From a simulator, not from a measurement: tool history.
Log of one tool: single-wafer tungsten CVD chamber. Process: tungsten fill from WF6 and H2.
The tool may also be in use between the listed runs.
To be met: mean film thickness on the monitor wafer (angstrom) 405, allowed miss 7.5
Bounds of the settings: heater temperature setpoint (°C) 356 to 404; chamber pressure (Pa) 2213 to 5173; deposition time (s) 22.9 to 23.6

| run | hour | heater temperature setpoint (°C) | chamber pressure (Pa) | deposition time (s) | mean film thickness on the monitor wafer (angstrom) |
|---|---|---|---|---|---|
| 1 | 0 | 380 | 3693 | 22.9 | 457.45 |
| 2 | 8 | 380 | 3693 | 23.6 | 469.3 |
| 3 | 16.2 | 378 | 3693 | 23.6 | 455.12 |
| 4 | 21.5 | 383 | 3693 | 23.6 | 496.56 |
| 5 | 26.5 | 383 | 3693 | 22.9 | 482.77 |
| 6 | 31.3 | 383 | 4026 | 22.9 | 504.63 |
| 7 | 39.1 | 380 | 4026 | 22.9 | 478.51 |
| 8 | 44.7 | 378 | 4026 | 22.9 | 459.31 |

4 next moves are on the table. One of them brings every result within its allowed miss. Which?
| A | 50.3 | 372 | 3733 | 23.3 | ? |
| B | 50.3 | 380 | 4666 | 23.5 | ? |
| C | 50.3 | 367 | 4226 | 23.2 | ? |
| D | 50.3 | 371 | 3800 | 22.9 | ? |

| move | mean film thickness on the monitor wafer (angstrom) |
|---|---|
| A | 405.9 |
| B | 530.29 |
| C | 392.52 |
| D | 395.24 |
A: meets every target
B: further off than the last run
C: takes the result that was furthest off past its target
D: takes the result that was furthest off past its target
The right move is A.
